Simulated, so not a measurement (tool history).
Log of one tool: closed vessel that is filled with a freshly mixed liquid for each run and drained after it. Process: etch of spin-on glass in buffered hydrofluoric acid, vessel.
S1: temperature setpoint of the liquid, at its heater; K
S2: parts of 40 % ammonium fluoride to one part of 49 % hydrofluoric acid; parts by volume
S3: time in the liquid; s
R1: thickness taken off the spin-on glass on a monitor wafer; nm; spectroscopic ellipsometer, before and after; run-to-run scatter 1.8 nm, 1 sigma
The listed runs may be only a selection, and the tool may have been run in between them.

run  hour      S1    S2  S3      R1
  1   0.0  297.15  10.0  90  248.03
  2   6.6  300.65  10.0  90  306.72
  3  10.6  298.15  10.0  90  264.73
  4  11.5  298.15  10.0  95  282.92
  5  17.4  296.15  10.0  95  253.81
  6  20.4  294.65  10.0  95  229.70

What does the tool deliver on the next run?
  7  26.5  293.65  10.0  95   ?

{"run 7": {"R1": 219.29}}

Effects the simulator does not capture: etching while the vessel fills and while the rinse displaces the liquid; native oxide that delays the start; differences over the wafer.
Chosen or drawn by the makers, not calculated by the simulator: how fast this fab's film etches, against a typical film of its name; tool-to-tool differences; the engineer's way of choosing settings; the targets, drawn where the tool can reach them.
